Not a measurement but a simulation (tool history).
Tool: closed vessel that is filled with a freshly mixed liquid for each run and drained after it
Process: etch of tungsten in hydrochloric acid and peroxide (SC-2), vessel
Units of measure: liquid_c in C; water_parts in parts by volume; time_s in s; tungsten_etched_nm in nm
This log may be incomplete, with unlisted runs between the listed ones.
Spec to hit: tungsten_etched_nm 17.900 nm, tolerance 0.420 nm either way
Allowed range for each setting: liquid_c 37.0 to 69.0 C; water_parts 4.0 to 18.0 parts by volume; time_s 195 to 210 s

run,hour,liquid_c,water_parts,time_s,tungsten_etched_nm
1,0.0,53.0,10.0,195,41.226
2,3.4,50.5,10.0,195,35.608
3,8.7,46.0,10.0,195,26.234
4,15.0,45.0,10.0,195,24.296
5,21.0,44.0,10.0,195,23.090
6,29.6,44.0,10.0,210,24.336
7,32.8,43.0,10.0,210,22.958
8,35.4,42.0,10.0,210,21.382
9,44.3,42.0,10.0,210,21.559
10,49.3,38.5,10.0,210,16.697
11,56.1,39.0,10.0,210,17.273
# hour 60.6: chemicals flow meter replaced
12,60.6,39.5,10.0,210,16.953

Which of these 5 next moves meets every target?
A,65.1,38.5,8.0,200,?
B,65.1,38.0,9.0,210,?
C,65.1,42.5,13.0,210,?
D,65.1,41.0,10.0,210,?
E,65.1,39.5,10.5,200,?

move,tungsten_etched_nm
A,17.933
B,16.514
C,16.661
D,18.745
E,15.409
A: all results land within tolerance of their targets
B: lands further from the targets than the last run did
C: lands further from the targets than the last run did
D: takes the biggest miss from the last run beyond its target
E: lands further from the targets than the last run did
So the answer is move A, the one that meets all the targets.

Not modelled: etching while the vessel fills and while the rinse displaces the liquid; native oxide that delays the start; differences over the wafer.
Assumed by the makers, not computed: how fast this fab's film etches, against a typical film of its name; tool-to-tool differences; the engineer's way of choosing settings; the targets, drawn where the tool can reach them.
